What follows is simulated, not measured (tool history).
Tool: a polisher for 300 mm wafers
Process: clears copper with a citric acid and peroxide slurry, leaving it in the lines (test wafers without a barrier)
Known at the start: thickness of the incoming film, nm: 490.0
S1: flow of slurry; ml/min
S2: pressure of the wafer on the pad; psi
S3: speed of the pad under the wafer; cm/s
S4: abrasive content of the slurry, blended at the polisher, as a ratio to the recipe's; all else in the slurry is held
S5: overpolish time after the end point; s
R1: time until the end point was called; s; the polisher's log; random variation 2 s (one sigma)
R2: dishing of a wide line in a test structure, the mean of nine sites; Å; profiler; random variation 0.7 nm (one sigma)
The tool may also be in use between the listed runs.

{"run": 1, "day": 0.0, "S1": 250, "S2": 3.7, "S3": 138, "S4": 1.0, "S5": 14, "R1": 146.96, "R2": 334.09}
{"run": 2, "day": 0.371, "S1": 250, "S2": 3.7, "S3": 138, "S4": 1.0, "S5": 10, "R1": 149.27, "R2": 244.64}
{"run": 3, "day": 0.671, "S1": 250, "S2": 3.7, "S3": 138, "S4": 1.0, "S5": 11, "R1": 146.44, "R2": 271.62}
{"run": 4, "day": 0.85, "S1": 250, "S2": 3.7, "S3": 138, "S4": 1.1, "S5": 11, "R1": 141.5, "R2": 270.91}
{"run": 5, "day": 0.896, "S1": 250, "S2": 3.7, "S3": 160, "S4": 1.1, "S5": 11, "R1": 125.82, "R2": 301.73}
{"run": 6, "day": 1.175, "S1": 250, "S2": 3.7, "S3": 160, "S4": 0.9, "S5": 11, "R1": 132.36, "R2": 294.57}

Forecast run 7:
{"run": 7, "day": 1.458, "S1": 245, "S2": 3.7, "S3": 160, "S4": 0.9, "S5": 12, "R1": "?", "R2": "?"}

Run 7 gave R1 133.54 s, R2 308.06 Å.
